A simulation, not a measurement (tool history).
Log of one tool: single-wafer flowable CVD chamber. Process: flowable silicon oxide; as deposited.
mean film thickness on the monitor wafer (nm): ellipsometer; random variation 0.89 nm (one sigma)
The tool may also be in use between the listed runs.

run,hour,heater temperature setpoint (K),chamber pressure (Torr),RF power (kW),deposition time (s),mean film thickness on the monitor wafer (nm)
1,0,373.15,0.691,2,701,369.02
2,8.5,373.15,0.691,1.8,701,360.63
3,11.1,363.15,0.691,1.8,701,483.27
4,12.2,363.15,0.691,1.61,701,469.05
5,21,363.15,0.691,1.61,664,443.87
6,29.6,363.15,0.691,1.61,701,469.08
7,31.5,369.15,0.69,1.61,701,392.97
8,35.9,373.15,0.69,1.61,701,351.15
9,40.8,373.15,0.69,1.61,701,351.14
10,48.5,376.15,0.69,1.61,701,320.99
11,49.9,378.15,0.69,1.61,701,304.87
12,54.4,379.15,0.69,1.61,701,295.45

Forecast run 13:
13,58.4,380.15,0.69,1.61,701,?

mean film thickness on the monitor wafer (nm): 285.98
